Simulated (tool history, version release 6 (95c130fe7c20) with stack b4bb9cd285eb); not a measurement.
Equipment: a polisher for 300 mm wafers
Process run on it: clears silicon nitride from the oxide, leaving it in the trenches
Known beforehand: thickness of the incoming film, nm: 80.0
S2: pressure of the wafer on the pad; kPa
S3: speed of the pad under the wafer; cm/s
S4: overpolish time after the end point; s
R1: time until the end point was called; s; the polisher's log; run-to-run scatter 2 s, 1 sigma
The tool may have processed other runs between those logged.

Run 1, day 0.000: flow of slurry (ml/min) 265, S2 22.1 kPa, S3 104 cm/s, S4 34 s. Result: R1 76.268 s.
Run 2, day 0.162: flow of slurry (ml/min) 265, S2 20.0 kPa, S3 104 cm/s, S4 34 s. Result: R1 81.913 s.
Run 3, day 0.533: flow of slurry (ml/min) 230, S2 20.0 kPa, S3 104 cm/s, S4 34 s. Result: R1 82.345 s.
Run 4, day 0.588: flow of slurry (ml/min) 230, S2 20.0 kPa, S3 126 cm/s, S4 34 s. Result: R1 67.902 s.
Run 5, day 0.746: flow of slurry (ml/min) 230, S2 20.0 kPa, S3 112 cm/s, S4 34 s. Result: R1 78.332 s.
Run 6, day 1.017: flow of slurry (ml/min) 230, S2 18.6 kPa, S3 110 cm/s, S4 34 s. Result: R1 83.496 s.
Run 7, day 1.375: flow of slurry (ml/min) 230, S2 17.2 kPa, S3 108 cm/s, S4 34 s. Result: R1 89.113 s.
Run 8, day 1.675: flow of slurry (ml/min) 230, S2 15.9 kPa, S3 106 cm/s, S4 34 s. Result: R1 96.234 s.
Run 9, day 1.792: flow of slurry (ml/min) 230, S2 15.2 kPa, S3 104 cm/s, S4 34 s. Result: R1 101.170 s.

Estimate the outcome of run 10 from the log above:
Run 10, day 2.012: flow of slurry (ml/min) 230, S2 14.5 kPa, S3 104 cm/s, S4 34 s. Result: R1 ?.

R1: 105.440 s
